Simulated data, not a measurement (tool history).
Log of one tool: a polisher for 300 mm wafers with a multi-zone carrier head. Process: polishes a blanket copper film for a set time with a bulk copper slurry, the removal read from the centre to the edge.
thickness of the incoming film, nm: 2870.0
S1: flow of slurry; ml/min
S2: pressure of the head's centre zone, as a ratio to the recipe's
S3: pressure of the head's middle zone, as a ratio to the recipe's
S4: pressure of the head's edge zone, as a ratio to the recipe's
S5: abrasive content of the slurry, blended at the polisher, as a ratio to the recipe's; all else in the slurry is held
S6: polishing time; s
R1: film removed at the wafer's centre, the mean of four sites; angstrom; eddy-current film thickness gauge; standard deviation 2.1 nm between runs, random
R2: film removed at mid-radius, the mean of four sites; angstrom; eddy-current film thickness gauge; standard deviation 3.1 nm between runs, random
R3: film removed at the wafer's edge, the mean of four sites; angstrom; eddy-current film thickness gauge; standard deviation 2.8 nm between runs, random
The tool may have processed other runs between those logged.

run 1 hour=0.0 | S1=200 S2=1.00 S3=1.00 S4=1.00 S5=1.00 S6=59 | R1=6050.8 R2=6375.0 R3=6042.8
run 2 hour=1.5 | S1=200 S2=1.00 S3=1.00 S4=1.00 S5=1.20 S6=59 | R1=6350.6 R2=6631.9 R3=6390.8
run 3 hour=3.3 | S1=200 S2=1.00 S3=0.95 S4=1.00 S5=1.20 S6=59 | R1=6363.5 R2=6372.0 R3=6350.5
run 4 hour=7.3 | S1=185 S2=0.95 S3=0.98 S4=0.99 S5=1.00 S6=54 | R1=5269.6 R2=5650.9 R3=5473.8
run 5 hour=13.0 | S1=185 S2=0.95 S3=0.98 S4=1.03 S5=1.00 S6=54 | R1=5270.0 R2=5587.3 R3=5632.8
run 6 hour=18.9 | S1=185 S2=0.95 S3=0.98 S4=1.03 S5=1.10 S6=54 | R1=5365.1 R2=5828.3 R3=5682.6
run 7 hour=22.2 | S1=170 S2=0.91 S3=1.01 S4=1.04 S5=0.95 S6=49 | R1=4444.3 R2=5129.2 R3=4945.5
run 8 hour=23.8 | S1=160 S2=0.88 S3=1.03 S4=1.04 S5=0.85 S6=47 | R1=4022.2 R2=4941.2 R3=4614.5
run 9 hour=29.5 | S1=150 S2=0.86 S3=1.04 S4=1.04 S5=0.75 S6=45 | R1=3624.4 R2=4487.2 R3=4332.7
run 10 hour=30.6 | S1=150 S2=0.86 S3=1.04 S4=1.04 S5=0.75 S6=45 | R1=3600.3 R2=4480.8 R3=4303.9

What does the tool deliver on the next run?
run 11 hour=35.2 | S1=145 S2=0.85 S3=1.06 S4=1.02 S5=0.70 S6=45 | R1=? R2=? R3=?

{"run 11": {"R1": 3475.5, "R2": 4519.9, "R3": 4220.6}}

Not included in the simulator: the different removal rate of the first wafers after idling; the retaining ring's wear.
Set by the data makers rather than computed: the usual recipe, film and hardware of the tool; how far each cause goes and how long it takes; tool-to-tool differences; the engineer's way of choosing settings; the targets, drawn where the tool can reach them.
